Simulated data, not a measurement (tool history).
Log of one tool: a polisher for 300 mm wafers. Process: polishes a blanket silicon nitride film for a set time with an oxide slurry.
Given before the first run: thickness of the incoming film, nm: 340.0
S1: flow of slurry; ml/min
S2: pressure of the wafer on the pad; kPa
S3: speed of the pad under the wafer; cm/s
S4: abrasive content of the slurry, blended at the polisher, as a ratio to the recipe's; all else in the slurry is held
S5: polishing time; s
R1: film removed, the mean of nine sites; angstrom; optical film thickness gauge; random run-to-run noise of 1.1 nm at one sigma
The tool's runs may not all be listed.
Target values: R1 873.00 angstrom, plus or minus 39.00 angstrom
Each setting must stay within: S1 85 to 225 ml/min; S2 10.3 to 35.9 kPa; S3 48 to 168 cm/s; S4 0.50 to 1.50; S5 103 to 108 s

Run 1, hour 0.0: S1 145 ml/min, S2 22.8 kPa, S3 108 cm/s, S4 1.00, S5 103 s. Result: R1 589.23 angstrom.
Run 2, hour 3.5: S1 145 ml/min, S2 22.8 kPa, S3 108 cm/s, S4 1.00, S5 103 s. Result: R1 580.12 angstrom.
Run 3, hour 7.8: S1 145 ml/min, S2 24.1 kPa, S3 108 cm/s, S4 1.00, S5 103 s. Result: R1 632.74 angstrom.
Run 4, hour 12.2: S1 145 ml/min, S2 24.1 kPa, S3 108 cm/s, S4 1.15, S5 103 s. Result: R1 674.56 angstrom.
Run 5, hour 13.0: S1 145 ml/min, S2 24.8 kPa, S3 108 cm/s, S4 1.15, S5 103 s. Result: R1 700.32 angstrom.
At hour 20.9: slurry blender recalibrated.
Run 6, hour 20.9: S1 145 ml/min, S2 25.5 kPa, S3 108 cm/s, S4 1.15, S5 103 s. Result: R1 807.16 angstrom.
Run 7, hour 23.9: S1 150 ml/min, S2 26.2 kPa, S3 108 cm/s, S4 1.15, S5 103 s. Result: R1 814.16 angstrom.
Run 8, hour 31.8: S1 160 ml/min, S2 26.2 kPa, S3 108 cm/s, S4 1.15, S5 103 s. Result: R1 846.96 angstrom.

Exactly one of the 5 candidate moves below puts every result within its allowed miss. Which one?
Run A, hour 39.7: S1 155 ml/min, S2 24.1 kPa, S3 92 cm/s, S4 1.50, S5 108 s. Result: R1 ?.
Run B, hour 39.7: S1 175 ml/min, S2 26.2 kPa, S3 94 cm/s, S4 1.20, S5 108 s. Result: R1 ?.
Run C, hour 39.7: S1 150 ml/min, S2 24.8 kPa, S3 110 cm/s, S4 1.20, S5 103 s. Result: R1 ?.
Run D, hour 39.7: S1 185 ml/min, S2 26.2 kPa, S3 100 cm/s, S4 1.10, S5 107 s. Result: R1 ?.
Run E, hour 39.7: S1 190 ml/min, S2 27.6 kPa, S3 116 cm/s, S4 0.85, S5 108 s. Result: R1 ?.

move      R1
   A  775.79
   B  798.05
   C  800.82
   D  806.59
   E  856.74
A: lands further from the targets than the last run did
B: lands further from the targets than the last run did
C: lands further from the targets than the last run did
D: lands further from the targets than the last run did
E: all results in spec
So the answer is move E, the one that meets all the targets.
